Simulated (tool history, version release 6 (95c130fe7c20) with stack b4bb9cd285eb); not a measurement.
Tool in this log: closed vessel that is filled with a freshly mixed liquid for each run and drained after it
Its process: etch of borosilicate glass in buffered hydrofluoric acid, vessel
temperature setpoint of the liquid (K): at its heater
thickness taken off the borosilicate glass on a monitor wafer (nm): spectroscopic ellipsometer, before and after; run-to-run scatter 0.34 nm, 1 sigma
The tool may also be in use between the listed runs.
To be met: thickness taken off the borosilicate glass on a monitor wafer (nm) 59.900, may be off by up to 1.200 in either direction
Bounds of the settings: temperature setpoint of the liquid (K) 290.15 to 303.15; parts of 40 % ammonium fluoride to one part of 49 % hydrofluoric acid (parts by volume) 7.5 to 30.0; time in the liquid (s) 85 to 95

run  hour  temperature setpoint of the liquid (K)  parts of 40 % ammonium fluoride to one part of 49 % hydrofluoric acid (parts by volume)  time in the liquid (s)  thickness taken off the borosilicate glass on a monitor wafer (nm)
  1   0.0                                  295.15                                                                                     20.5                      85                                                              45.144
  2   3.4                                  291.65                                                                                     20.5                      85                                                              37.318
  3   7.9                                  293.65                                                                                     20.5                      85                                                              42.252
  4  12.0                                  293.65                                                                                     20.5                      95                                                              46.764
  5  19.5                                  294.65                                                                                     20.5                      95                                                              49.581
  6  23.6                                  292.15                                                                                     20.5                      95                                                              42.674
  7  25.5                                  293.15                                                                                     20.5                      95                                                              45.405
  8  28.7                                  294.15                                                                                     20.5                      95                                                              48.150
  9  35.7                                  295.15                                                                                     20.5                      95                                                              50.407
 10  39.6                                  295.65                                                                                     20.5                      95                                                              51.988
 11  46.6                                  296.15                                                                                     20.5                      95                                                              53.313
 12  48.8                                  296.15                                                                                     20.5                      95                                                              52.739
 13  53.6                                  296.65                                                                                     20.5                      95                                                              54.759
 14  60.8                                  297.15                                                                                     20.5                      95                                                              56.038
 15  67.1                                  297.65                                                                                     20.5                      95                                                              57.877

Of the 4 settings listed for the next run, only one would bring every result within its allowed miss of target. Which one?
  A  73.4                                  298.65                                                                                     18.5                      85                                                                   ?
  B  73.4                                  300.15                                                                                     21.0                      90                                                                   ?
  C  73.4                                  301.15                                                                                     23.5                      85                                                                   ?
  D  73.4                                  297.15                                                                                     19.0                      90                                                                   ?

move  thickness taken off the borosilicate glass on a monitor wafer (nm)
   A                                                              60.082
   B                                                              61.662
   C                                                              56.814
   D                                                              57.174
A: each result inside its tolerance
B: carries the result that was furthest off beyond its target, to the other side
C: moves away from the targets compared with the last run
D: moves away from the targets compared with the last run
The move that meets every target is A.

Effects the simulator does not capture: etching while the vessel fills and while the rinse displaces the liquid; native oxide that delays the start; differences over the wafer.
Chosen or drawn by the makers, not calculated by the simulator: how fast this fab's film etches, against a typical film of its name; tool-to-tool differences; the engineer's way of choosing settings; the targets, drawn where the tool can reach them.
